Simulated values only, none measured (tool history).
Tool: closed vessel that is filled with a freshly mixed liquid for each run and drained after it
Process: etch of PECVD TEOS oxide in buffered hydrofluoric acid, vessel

run  hour  temperature setpoint of the liquid (K)  parts of 40 % ammonium fluoride to one part of 49 % hydrofluoric acid (parts by volume)  time in the liquid (s)  thickness taken off the PECVD TEOS oxide on a monitor wafer (angstrom)
  1   0.0                                  295.15                                                                                     15.0                      35                                                                  395.02
  2   4.2                                  293.65                                                                                     15.5                      35                                                                  352.93
  3   6.4                                  293.65                                                                                     15.5                      30                                                                  299.86
  4   7.2                                  293.65                                                                                     15.5                      35                                                                  349.27
  5  13.0                                  293.65                                                                                     18.0                      35                                                                  301.28
  6  17.6                                  293.15                                                                                     18.0                      35                                                                  289.67
  7  22.4                                  292.65                                                                                     18.0                      35                                                                  286.48

Run 8 comes next. What will it give?
  8  30.9                                  292.15                                                                                     18.0                      35                                                                       ?

{"run 8": {"thickness taken off the PECVD TEOS oxide on a monitor wafer (angstrom)": 274.23}}

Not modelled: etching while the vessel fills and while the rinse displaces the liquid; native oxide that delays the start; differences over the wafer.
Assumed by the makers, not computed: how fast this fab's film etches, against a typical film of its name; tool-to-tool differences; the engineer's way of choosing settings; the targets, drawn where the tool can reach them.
